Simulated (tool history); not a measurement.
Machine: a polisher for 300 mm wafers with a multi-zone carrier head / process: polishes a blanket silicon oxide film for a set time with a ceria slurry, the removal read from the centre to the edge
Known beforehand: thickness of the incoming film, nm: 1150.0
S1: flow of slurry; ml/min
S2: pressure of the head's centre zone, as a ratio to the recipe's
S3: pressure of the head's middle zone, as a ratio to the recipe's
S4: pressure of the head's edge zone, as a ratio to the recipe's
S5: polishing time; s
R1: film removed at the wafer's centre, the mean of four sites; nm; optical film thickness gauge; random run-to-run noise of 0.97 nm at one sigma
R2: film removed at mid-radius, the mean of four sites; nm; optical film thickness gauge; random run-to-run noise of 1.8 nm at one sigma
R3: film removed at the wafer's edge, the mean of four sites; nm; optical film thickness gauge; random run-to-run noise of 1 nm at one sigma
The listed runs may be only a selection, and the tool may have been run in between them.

run 1 day=0.000 | S1=320 S2=1.00 S3=1.00 S4=1.00 S5=44 | R1=178.670 R2=178.22 R3=175.470
run 2 day=0.217 | S1=320 S2=0.98 S3=1.01 S4=0.98 S5=41 | R1=163.020 R2=167.23 R3=161.840
run 3 day=0.467 | S1=320 S2=0.97 S3=1.02 S4=0.96 S5=39 | R1=156.170 R2=158.08 R3=155.490
run 4 day=0.662 | S1=320 S2=0.89 S3=1.02 S4=0.96 S5=39 | R1=145.820 R2=161.42 R3=154.110
run 5 day=0.742 | S1=320 S2=0.89 S3=1.03 S4=0.94 S5=37 | R1=140.400 R2=156.19 R3=146.940
run 6 day=0.796 | S1=320 S2=0.89 S3=1.03 S4=0.87 S5=37 | R1=139.350 R2=152.34 R3=142.790
run 7 day=1.025 | S1=315 S2=0.88 S3=1.10 S4=0.81 S5=25 | R1=93.580 R2=107.56 R3=91.757
run 8 day=1.129 | S1=325 S2=0.88 S3=1.10 S4=0.83 S5=25 | R1=93.992 R2=110.60 R3=93.291
run 9 day=1.262 | S1=335 S2=0.89 S3=1.10 S4=0.85 S5=25 | R1=92.634 R2=110.49 R3=94.627
run 10 day=1.529 | S1=340 S2=0.90 S3=1.10 S4=0.86 S5=26 | R1=98.679 R2=115.71 R3=99.029
run 11 day=1.592 | S1=355 S2=0.91 S3=1.10 S4=0.87 S5=26 | R1=99.105 R2=114.41 R3=97.719
run 12 day=1.717 | S1=355 S2=0.91 S3=1.10 S4=0.88 S5=26 | R1=99.218 R2=116.17 R3=98.189
run 13 day=1.967 | S1=360 S2=0.91 S3=1.09 S4=0.89 S5=26 | R1=100.500 R2=116.14 R3=100.570
run 14 day=2.254 | S1=365 S2=0.91 S3=1.09 S4=0.90 S5=26 | R1=99.999 R2=117.22 R3=101.550

Run 15 has not been measured yet. What should we expect?
run 15 day=2.275 | S1=370 S2=0.91 S3=1.09 S4=0.91 S5=26 | R1=? R2=? R3=?

R1: 101.390 nm
R2: 113.22 nm
R3: 100.220 nm
